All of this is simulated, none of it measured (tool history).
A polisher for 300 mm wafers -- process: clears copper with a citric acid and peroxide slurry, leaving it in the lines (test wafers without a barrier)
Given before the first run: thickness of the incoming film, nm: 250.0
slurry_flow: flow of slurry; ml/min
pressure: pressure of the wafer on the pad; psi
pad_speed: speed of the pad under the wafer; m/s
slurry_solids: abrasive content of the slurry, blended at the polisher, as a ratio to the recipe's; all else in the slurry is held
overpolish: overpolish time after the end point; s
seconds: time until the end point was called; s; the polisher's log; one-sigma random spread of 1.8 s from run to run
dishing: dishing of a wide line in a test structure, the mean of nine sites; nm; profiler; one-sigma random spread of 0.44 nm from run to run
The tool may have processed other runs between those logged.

Run 1, hour 0.0: slurry_flow 265 ml/min, pressure 2.3 psi, pad_speed 1.22 m/s, slurry_solids 1.00, overpolish 12 s. Result: seconds 148.16 s, dishing 17.524 nm.
Run 2, hour 0.8: slurry_flow 265 ml/min, pressure 2.2 psi, pad_speed 1.22 m/s, slurry_solids 1.00, overpolish 13 s. Result: seconds 157.26 s, dishing 18.028 nm.
Run 3, hour 7.8: slurry_flow 265 ml/min, pressure 2.2 psi, pad_speed 1.22 m/s, slurry_solids 1.20, overpolish 13 s. Result: seconds 149.50 s, dishing 18.934 nm.
Run 4, hour 9.6: slurry_flow 265 ml/min, pressure 2.2 psi, pad_speed 1.22 m/s, slurry_solids 1.05, overpolish 13 s. Result: seconds 151.76 s, dishing 17.825 nm.
Run 5, hour 16.4: slurry_flow 265 ml/min, pressure 2.2 psi, pad_speed 1.22 m/s, slurry_solids 1.05, overpolish 15 s. Result: seconds 156.64 s, dishing 21.395 nm.
Run 6, hour 23.1: slurry_flow 230 ml/min, pressure 2.2 psi, pad_speed 1.22 m/s, slurry_solids 1.05, overpolish 15 s. Result: seconds 155.47 s, dishing 20.788 nm.
Run 7, hour 26.0: slurry_flow 230 ml/min, pressure 2.1 psi, pad_speed 1.22 m/s, slurry_solids 1.05, overpolish 15 s. Result: seconds 160.74 s, dishing 20.624 nm.

Expected results for the next run?
Run 8, hour 27.0: slurry_flow 230 ml/min, pressure 2.0 psi, pad_speed 1.22 m/s, slurry_solids 1.05, overpolish 15 s. Result: seconds ?, dishing ?.

seconds: 169.17 s
dishing: 18.686 nm
